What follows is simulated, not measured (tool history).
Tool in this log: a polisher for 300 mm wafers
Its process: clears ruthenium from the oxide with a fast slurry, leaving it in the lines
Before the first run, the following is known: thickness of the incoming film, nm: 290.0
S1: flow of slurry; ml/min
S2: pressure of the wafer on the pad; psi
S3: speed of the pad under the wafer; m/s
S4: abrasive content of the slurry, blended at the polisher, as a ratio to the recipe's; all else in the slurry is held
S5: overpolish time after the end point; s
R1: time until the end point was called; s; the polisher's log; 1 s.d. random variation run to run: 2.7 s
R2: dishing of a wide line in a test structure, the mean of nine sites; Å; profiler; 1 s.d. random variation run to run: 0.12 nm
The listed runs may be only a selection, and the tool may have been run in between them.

run 1 hour=0.0 | S1=175 S2=2.2 S3=1.06 S4=1.0 S5=12 | R1=92.585 R2=294.56
run 2 hour=2.4 | S1=175 S2=1.8 S3=1.06 S4=1.0 S5=12 | R1=116.090 R2=250.50
run 3 hour=9.5 | S1=175 S2=1.8 S3=1.06 S4=1.0 S5=9 | R1=113.010 R2=187.46
run 4 hour=16.7 | S1=175 S2=1.8 S3=1.06 S4=1.0 S5=13 | R1=114.400 R2=270.40
run 5 hour=17.4 | S1=140 S2=1.8 S3=1.06 S4=1.0 S5=13 | R1=113.440 R2=262.35
run 6 hour=23.8 | S1=140 S2=1.8 S3=1.22 S4=1.0 S5=13 | R1=103.980 R2=302.33
run 7 hour=25.0 | S1=140 S2=1.8 S3=1.14 S4=1.0 S5=12 | R1=108.170 R2=252.33
run 8 hour=31.3 | S1=140 S2=1.8 S3=1.06 S4=1.0 S5=11 | R1=116.750 R2=221.58
run 9 hour=34.0 | S1=140 S2=1.8 S3=1.00 S4=1.0 S5=10 | R1=125.460 R2=190.89
run 10 hour=42.8 | S1=140 S2=1.8 S3=0.96 S4=1.0 S5=9 | R1=129.450 R2=163.81
run 11 hour=47.5 | S1=140 S2=1.7 S3=0.94 S4=1.0 S5=8 | R1=137.710 R2=137.13
run 12 hour=55.7 | S1=140 S2=1.7 S3=0.94 S4=1.0 S5=8 | R1=140.010 R2=137.96
run 13 hour=56.5 | S1=140 S2=1.6 S3=0.94 S4=1.0 S5=8 | R1=147.110 R2=129.82

Predict the results of run 14:
run 14 hour=59.6 | S1=140 S2=1.5 S3=0.94 S4=1.0 S5=8 | R1=? R2=?

{"run 14": {"R1": 157.83, "R2": 124.24}}
